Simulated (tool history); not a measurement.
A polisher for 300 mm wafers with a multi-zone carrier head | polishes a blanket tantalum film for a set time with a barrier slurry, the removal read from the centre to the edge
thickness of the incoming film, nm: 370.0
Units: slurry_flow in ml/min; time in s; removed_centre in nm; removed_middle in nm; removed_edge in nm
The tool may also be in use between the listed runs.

Run 1, day 0: slurry_flow 160 ml/min, centre_zone 1, middle_zone 1, edge_zone 1, slurry_solids 1, time 68 s. Result: removed_centre 89.361 nm, removed_middle 88.034 nm, removed_edge 90.013 nm.
Run 2, day 0.317: slurry_flow 195 ml/min, centre_zone 1, middle_zone 1, edge_zone 1, slurry_solids 1, time 68 s. Result: removed_centre 93.381 nm, removed_middle 90.982 nm, removed_edge 95.195 nm.
Run 3, day 0.517: slurry_flow 195 ml/min, centre_zone 1, middle_zone 1, edge_zone 1, slurry_solids 0.9, time 68 s. Result: removed_centre 88.629 nm, removed_middle 86.36 nm, removed_edge 87.75 nm.
Run 4, day 0.825: slurry_flow 195 ml/min, centre_zone 1, middle_zone 1, edge_zone 1, slurry_solids 0.7, time 68 s. Result: removed_centre 75.716 nm, removed_middle 73.698 nm, removed_edge 76.261 nm.
Run 5, day 0.862: slurry_flow 200 ml/min, centre_zone 0.98, middle_zone 1.01, edge_zone 1.03, slurry_solids 0.7, time 68 s. Result: removed_centre 74.323 nm, removed_middle 74.614 nm, removed_edge 77.596 nm.
Run 6, day 0.883: slurry_flow 200 ml/min, centre_zone 1.04, middle_zone 1.01, edge_zone 1.03, slurry_solids 0.7, time 68 s. Result: removed_centre 79.464 nm, removed_middle 74.388 nm, removed_edge 76.999 nm.
Run 7, day 1.196: slurry_flow 200 ml/min, centre_zone 1.01, middle_zone 1.02, edge_zone 1.05, slurry_solids 0.7, time 68 s. Result: removed_centre 76.417 nm, removed_middle 75.163 nm, removed_edge 76.296 nm.
Run 8, day 1.371: slurry_flow 205 ml/min, centre_zone 0.98, middle_zone 1.01, edge_zone 1.05, slurry_solids 0.75, time 68 s. Result: removed_centre 78.681 nm, removed_middle 78.694 nm, removed_edge 79.971 nm.
Run 9, day 1.392: slurry_flow 195 ml/min, centre_zone 0.95, middle_zone 1, edge_zone 1.04, slurry_solids 0.8, time 68 s. Result: removed_centre 77.568 nm, removed_middle 82.383 nm, removed_edge 85.445 nm.
Run 10, day 1.538: slurry_flow 155 ml/min, centre_zone 0.89, middle_zone 0.98, edge_zone 1.06, slurry_solids 0.85, time 68 s. Result: removed_centre 71.29 nm, removed_middle 79.614 nm, removed_edge 84.295 nm.

The next listed run, before its measurement:
Run 11, day 1.908: slurry_flow 160 ml/min, centre_zone 0.88, middle_zone 0.98, edge_zone 1.07, slurry_solids 0.85, time 68 s. Result: removed_centre ?, removed_middle ?, removed_edge ?.

removed_centre: 71.558 nm
removed_middle: 79.644 nm
removed_edge: 85.585 nm
